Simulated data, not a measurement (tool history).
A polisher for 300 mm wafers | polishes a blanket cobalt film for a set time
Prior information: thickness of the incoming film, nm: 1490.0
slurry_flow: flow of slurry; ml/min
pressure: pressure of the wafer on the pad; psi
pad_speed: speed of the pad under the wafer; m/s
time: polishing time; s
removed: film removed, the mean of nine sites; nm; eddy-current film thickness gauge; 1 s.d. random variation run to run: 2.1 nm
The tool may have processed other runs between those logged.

| run | hour | slurry_flow | pressure | pad_speed | time | removed |
|---|---|---|---|---|---|---|
| 1 | 0.0 | 145 | 2.4 | 1.18 | 108 | 610.98 |
| 2 | 5.3 | 140 | 2.2 | 1.12 | 108 | 527.98 |
| 3 | 7.9 | 135 | 2.0 | 1.06 | 108 | 451.88 |
| 4 | 14.4 | 135 | 2.0 | 1.06 | 113 | 474.54 |
| 5 | 18.1 | 150 | 2.0 | 1.06 | 113 | 476.30 |
| 6 | 22.1 | 170 | 2.0 | 1.06 | 113 | 489.73 |

Expected results for the next run?
| 7 | 29.9 | 170 | 1.8 | 1.02 | 113 | ? |

removed: 431.22 nm
